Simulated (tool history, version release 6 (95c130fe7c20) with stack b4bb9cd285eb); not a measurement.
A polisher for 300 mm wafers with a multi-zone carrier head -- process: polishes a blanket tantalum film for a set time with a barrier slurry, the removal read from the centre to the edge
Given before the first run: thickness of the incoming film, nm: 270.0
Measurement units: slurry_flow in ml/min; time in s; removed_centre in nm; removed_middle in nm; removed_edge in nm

{"run": 1, "hour": 0.0, "slurry_flow": 130, "centre_zone": 1.0, "middle_zone": 1.0, "edge_zone": 1.0, "slurry_solids": 1.0, "time": 40, "removed_centre": 108.93, "removed_middle": 109.1, "removed_edge": 109.35}
{"run": 2, "hour": 4.4, "slurry_flow": 130, "centre_zone": 1.0, "middle_zone": 1.0, "edge_zone": 1.0, "slurry_solids": 0.85, "time": 40, "removed_centre": 100.18, "removed_middle": 100.65, "removed_edge": 102.81}
{"run": 3, "hour": 5.9, "slurry_flow": 130, "centre_zone": 1.0, "middle_zone": 1.0, "edge_zone": 1.0, "slurry_solids": 0.65, "time": 40, "removed_centre": 88.127, "removed_middle": 87.364, "removed_edge": 87.574}
{"run": 4, "hour": 11.4, "slurry_flow": 140, "centre_zone": 0.97, "middle_zone": 1.0, "edge_zone": 1.06, "slurry_solids": 0.7, "time": 40, "removed_centre": 89.841, "removed_middle": 92.163, "removed_edge": 95.827}
{"run": 5, "hour": 14.8, "slurry_flow": 150, "centre_zone": 0.95, "middle_zone": 1.01, "edge_zone": 1.1, "slurry_solids": 0.75, "time": 40, "removed_centre": 93.401, "removed_middle": 97.819, "removed_edge": 102.37}
{"run": 6, "hour": 22.3, "slurry_flow": 150, "centre_zone": 0.95, "middle_zone": 1.01, "edge_zone": 1.13, "slurry_solids": 0.75, "time": 40, "removed_centre": 93.043, "removed_middle": 97.69, "removed_edge": 102.42}

Run 7, settings as shown, results not yet in. Your forecast:
{"run": 7, "hour": 28.7, "slurry_flow": 155, "centre_zone": 0.93, "middle_zone": 1.01, "edge_zone": 1.15, "slurry_solids": 0.8, "time": 40, "removed_centre": "?", "removed_middle": "?", "removed_edge": "?"}

Run 7 yielded removed_centre 94.740 nm, removed_middle 103.620 nm, removed_edge 108.900 nm.
